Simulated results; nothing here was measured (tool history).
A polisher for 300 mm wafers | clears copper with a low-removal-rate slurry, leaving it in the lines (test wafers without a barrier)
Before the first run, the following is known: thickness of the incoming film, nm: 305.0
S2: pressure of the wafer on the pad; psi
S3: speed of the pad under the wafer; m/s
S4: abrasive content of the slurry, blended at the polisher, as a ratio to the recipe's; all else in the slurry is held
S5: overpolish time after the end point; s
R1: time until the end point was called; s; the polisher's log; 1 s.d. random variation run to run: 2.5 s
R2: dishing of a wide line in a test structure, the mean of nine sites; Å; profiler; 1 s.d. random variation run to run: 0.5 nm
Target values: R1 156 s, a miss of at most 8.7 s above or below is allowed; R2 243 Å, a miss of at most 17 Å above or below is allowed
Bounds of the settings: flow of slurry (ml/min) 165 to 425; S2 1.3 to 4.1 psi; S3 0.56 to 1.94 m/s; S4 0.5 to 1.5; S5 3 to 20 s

{"run": 1, "hour": 0.0, "flow of slurry (ml/min)": 275, "S2": 2.7, "S3": 1.24, "S4": 1, "S5": 10, "R1": 92.632, "R2": 234.06}
{"run": 2, "hour": 0.7, "flow of slurry (ml/min)": 275, "S2": 2.7, "S3": 1.36, "S4": 1, "S5": 10, "R1": 85.015, "R2": 248.94}
{"run": 3, "hour": 7.0, "flow of slurry (ml/min)": 275, "S2": 2.4, "S3": 1.32, "S4": 1, "S5": 11, "R1": 95.407, "R2": 243.05}
{"run": 4, "hour": 11.0, "flow of slurry (ml/min)": 275, "S2": 2.4, "S3": 1.32, "S4": 0.85, "S5": 11, "R1": 99.036, "R2": 227.05}
{"run": 5, "hour": 20.0, "flow of slurry (ml/min)": 280, "S2": 2.2, "S3": 1.26, "S4": 0.9, "S5": 12, "R1": 115.14, "R2": 241.91}
{"hour": 21.7, "done": "head pressure recalibrated"}
{"run": 6, "hour": 21.7, "flow of slurry (ml/min)": 280, "S2": 2.2, "S3": 1.26, "S4": 1, "S5": 12, "R1": 96.411, "R2": 257.69}
{"run": 7, "hour": 30.5, "flow of slurry (ml/min)": 280, "S2": 2, "S3": 1.14, "S4": 1, "S5": 13, "R1": 116.65, "R2": 230.83}
{"run": 8, "hour": 35.4, "flow of slurry (ml/min)": 280, "S2": 1.8, "S3": 1.12, "S4": 0.95, "S5": 14, "R1": 135.03, "R2": 231.76}
{"run": 9, "hour": 40.4, "flow of slurry (ml/min)": 275, "S2": 1.5, "S3": 1.12, "S4": 0.9, "S5": 16, "R1": 159.59, "R2": 221.48}
{"run": 10, "hour": 44.8, "flow of slurry (ml/min)": 280, "S2": 1.5, "S3": 1.12, "S4": 0.9, "S5": 16, "R1": 156.07, "R2": 211.34}

Which of these 5 next moves meets every target?
{"run": "A", "hour": 49.2, "flow of slurry (ml/min)": 235, "S2": 2, "S3": 0.9, "S4": 0.95, "S5": 19, "R1": "?", "R2": "?"}
{"run": "B", "hour": 49.2, "flow of slurry (ml/min)": 300, "S2": 1.7, "S3": 1.14, "S4": 0.95, "S5": 16, "R1": "?", "R2": "?"}
{"run": "C", "hour": 49.2, "flow of slurry (ml/min)": 285, "S2": 1.4, "S3": 1.24, "S4": 0.9, "S5": 13, "R1": "?", "R2": "?"}
{"run": "D", "hour": 49.2, "flow of slurry (ml/min)": 245, "S2": 1.7, "S3": 0.96, "S4": 1.05, "S5": 18, "R1": "?", "R2": "?"}
{"run": "E", "hour": 49.2, "flow of slurry (ml/min)": 300, "S2": 1.7, "S3": 1.14, "S4": 1, "S5": 18, "R1": "?", "R2": "?"}

move=A R1=145.37 R2=271.27
move=B R1=138.6 R2=243.46
move=C R1=158.24 R2=181.34
move=D R1=158.7 R2=239.96
move=E R1=137.51 R2=269.55
A: takes the biggest miss from the last run beyond its target
B: meets the target for the result that was furthest off, but another lies outside its allowed miss
C: lands further from the targets than the last run did
D: every result within its allowed miss
E: takes the biggest miss from the last run beyond its target
The move that meets every target is D.
